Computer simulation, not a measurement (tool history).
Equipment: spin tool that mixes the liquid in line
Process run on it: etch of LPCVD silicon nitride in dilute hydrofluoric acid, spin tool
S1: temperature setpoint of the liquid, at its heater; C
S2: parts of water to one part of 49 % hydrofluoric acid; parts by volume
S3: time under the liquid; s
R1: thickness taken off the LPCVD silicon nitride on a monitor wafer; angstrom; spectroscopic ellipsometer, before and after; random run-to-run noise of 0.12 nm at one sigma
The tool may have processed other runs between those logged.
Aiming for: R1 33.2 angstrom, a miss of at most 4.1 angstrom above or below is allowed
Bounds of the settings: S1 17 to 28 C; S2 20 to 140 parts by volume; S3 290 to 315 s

run 1 hour=0 | S1=20 S2=75 S3=290 | R1=12.541
run 2 hour=3.2 | S1=22 S2=75 S3=290 | R1=14.292
run 3 hour=6.7 | S1=23 S2=65 S3=295 | R1=19.018
run 4 hour=8.6 | S1=23 S2=80 S3=295 | R1=15.519
run 5 hour=15.6 | S1=24 S2=70 S3=300 | R1=17.48
run 6 hour=17 | S1=20.5 S2=70 S3=300 | R1=14.148
run 7 hour=23.2 | S1=22 S2=60 S3=305 | R1=18.658
run 8 hour=29.1 | S1=23 S2=55 S3=310 | R1=20.814
run 9 hour=31.4 | S1=24 S2=50 S3=310 | R1=26.36

Next run, 5 choices. One meets every target within its allowed miss, the rest don't. Which?
run A hour=33.7 | S1=27.5 S2=40 S3=305 | R1=?
run B hour=33.7 | S1=19 S2=20 S3=310 | R1=?
run C hour=33.7 | S1=23.5 S2=30 S3=310 | R1=?
run D hour=33.7 | S1=25 S2=45 S3=315 | R1=?
run E hour=33.7 | S1=27.5 S2=40 S3=315 | R1=?

move=A R1=40.973
move=B R1=45.36
move=C R1=42.101
move=D R1=31.926
move=E R1=42.317
A: carries the result that was furthest off beyond its target, to the other side
B: carries the result that was furthest off beyond its target, to the other side
C: carries the result that was furthest off beyond its target, to the other side
D: every result within its allowed miss
E: carries the result that was furthest off beyond its target, to the other side
Go with D: it meets all targets.
